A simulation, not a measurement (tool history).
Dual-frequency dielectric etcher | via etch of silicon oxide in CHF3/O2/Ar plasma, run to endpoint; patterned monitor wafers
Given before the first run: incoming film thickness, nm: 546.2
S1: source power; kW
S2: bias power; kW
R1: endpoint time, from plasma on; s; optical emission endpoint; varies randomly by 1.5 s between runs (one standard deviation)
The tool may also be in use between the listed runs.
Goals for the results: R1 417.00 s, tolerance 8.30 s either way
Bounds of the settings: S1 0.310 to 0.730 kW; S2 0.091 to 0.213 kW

run    day     S1     S2      R1
  1  0.000  0.520  0.152  346.47
  2  0.125  0.580  0.152  327.22
  3  0.454  0.520  0.149  350.09
  4  0.600  0.480  0.147  366.45
  5  0.792  0.450  0.146  376.60
  6  0.962  0.450  0.169  361.27
  7  1.175  0.420  0.167  372.55
  8  1.500  0.320  0.151  448.54
  9  1.796  0.330  0.151  441.46
 10  1.962  0.340  0.151  436.96
 11  2.142  0.400  0.155  394.12
     2.200  -- wet clean of the chamber
 12  2.200  0.390  0.155  388.60
 13  2.433  0.370  0.155  399.75
 14  2.621  0.360  0.155  405.71
 15  2.917  0.330  0.153  427.08

Pick the move, out of 5, that brings all results within their allowed miss; only one does.
  A  3.212  0.360  0.125   ?
  B  3.212  0.350  0.129   ?
  C  3.212  0.370  0.119   ?
  D  3.212  0.360  0.148   ?
  E  3.212  0.310  0.165   ?

move      R1
   A  437.93
   B  439.90
   C  438.84
   D  412.64
   E  431.85
A: further off than the last run
B: further off than the last run
C: further off than the last run
D: all results in spec
E: further off than the last run
The right move is D.
